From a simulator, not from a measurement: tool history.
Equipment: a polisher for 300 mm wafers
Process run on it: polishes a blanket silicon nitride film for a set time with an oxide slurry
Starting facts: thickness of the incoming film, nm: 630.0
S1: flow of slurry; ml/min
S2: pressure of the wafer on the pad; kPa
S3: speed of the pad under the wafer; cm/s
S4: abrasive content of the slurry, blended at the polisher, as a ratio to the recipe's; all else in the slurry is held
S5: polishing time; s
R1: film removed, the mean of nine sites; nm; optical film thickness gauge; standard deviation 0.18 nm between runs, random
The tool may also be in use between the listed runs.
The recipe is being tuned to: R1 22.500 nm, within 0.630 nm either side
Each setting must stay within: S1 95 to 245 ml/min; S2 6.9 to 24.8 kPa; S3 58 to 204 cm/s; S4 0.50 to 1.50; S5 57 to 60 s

run,day,S1,S2,S3,S4,S5,R1
1,0.000,155,15.9,130,1.00,57,33.409
2,0.288,150,14.5,130,1.00,57,30.755
3,0.379,150,14.5,146,1.00,57,32.525
4,0.471,145,13.1,146,1.00,57,29.672
5,0.796,175,13.1,146,1.00,57,30.321
6,1.125,175,11.7,146,1.00,57,27.450
7,1.254,140,9.0,146,1.00,57,20.618
8,1.521,150,9.0,146,1.00,57,20.547
9,1.588,160,9.0,146,1.00,57,21.041

Next run, 4 choices. One meets every target within its allowed miss, the rest don't. Which?
A,1.654,190,8.3,170,1.05,57,?
B,1.654,165,11.0,136,0.90,60,?
C,1.654,165,7.6,158,1.35,57,?
D,1.654,160,9.0,134,1.15,57,?

move,R1
A,22.255
B,24.573
C,20.918
D,20.648
A: all results in spec
B: carries the result that was furthest off beyond its target, to the other side
C: the biggest miss grows against the last run
D: the biggest miss grows against the last run
Move A is the one to make.
